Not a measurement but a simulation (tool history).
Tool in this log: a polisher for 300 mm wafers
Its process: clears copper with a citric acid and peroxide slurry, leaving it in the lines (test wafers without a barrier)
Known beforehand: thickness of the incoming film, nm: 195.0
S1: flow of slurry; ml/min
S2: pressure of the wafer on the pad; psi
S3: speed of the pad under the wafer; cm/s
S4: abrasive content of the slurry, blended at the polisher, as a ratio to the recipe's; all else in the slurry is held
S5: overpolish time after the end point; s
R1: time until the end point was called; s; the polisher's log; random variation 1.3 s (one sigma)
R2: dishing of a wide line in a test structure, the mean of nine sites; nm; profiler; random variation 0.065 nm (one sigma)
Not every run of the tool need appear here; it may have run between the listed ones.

| run | day | S1 | S2 | S3 | S4 | S5 | R1 | R2 |
|---|---|---|---|---|---|---|---|---|
| 1 | 0 | 185 | 2.1 | 86 | 1 | 13 | 155.55 | 10.78 |
| 2 | 0.346 | 185 | 2.1 | 86 | 0.9 | 13 | 157.97 | 10.757 |
| 3 | 0.696 | 185 | 2.1 | 86 | 1.05 | 13 | 154.54 | 11.115 |
| 4 | 0.775 | 185 | 1.7 | 86 | 1.05 | 13 | 187.78 | 9.0612 |
| 5 | 0.908 | 190 | 1.7 | 94 | 0.95 | 11 | 179.03 | 8.3864 |
| 6 | 1.129 | 175 | 1.9 | 90 | 1.05 | 10 | 163.02 | 8.0903 |
| 7 | 1.421 | 160 | 2 | 88 | 1.15 | 9 | 160.58 | 7.496 |
| 8 | 1.775 | 150 | 2.1 | 88 | 1.2 | 8 | 152 | 7.0068 |
|  | 1.954 | head pressure recalibrated |
| 9 | 1.954 | 150 | 2.1 | 88 | 1.2 | 8 | 164.7 | 6.6506 |

Expected results for the next run?
| 10 | 2.083 | 140 | 2.2 | 88 | 1.25 | 7 | ? | ? |

R1: 160.77 s
R2: 6.0254 nm
